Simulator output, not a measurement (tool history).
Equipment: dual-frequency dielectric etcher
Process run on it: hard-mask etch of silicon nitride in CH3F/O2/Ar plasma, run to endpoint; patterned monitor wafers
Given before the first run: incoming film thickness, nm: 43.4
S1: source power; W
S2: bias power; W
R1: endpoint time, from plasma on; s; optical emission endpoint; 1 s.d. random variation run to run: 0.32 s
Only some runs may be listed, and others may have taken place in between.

run	day	S1	S2	R1
1	0.000	390	97	58.636
2	0.312	390	87	61.830
3	0.658	420	90	59.265
4	0.762	420	78	63.389
5	0.942	420	92	59.015
6	1.200	440	95	57.954
7	1.529	450	99	56.648
8	1.646	460	103	55.127
9	1.746	470	105	54.288
10	2.000	480	107	53.288

Estimate the outcome of run 11 from the log above:
11	2.246	480	107	?

{"run 11": {"R1": 53.091}}

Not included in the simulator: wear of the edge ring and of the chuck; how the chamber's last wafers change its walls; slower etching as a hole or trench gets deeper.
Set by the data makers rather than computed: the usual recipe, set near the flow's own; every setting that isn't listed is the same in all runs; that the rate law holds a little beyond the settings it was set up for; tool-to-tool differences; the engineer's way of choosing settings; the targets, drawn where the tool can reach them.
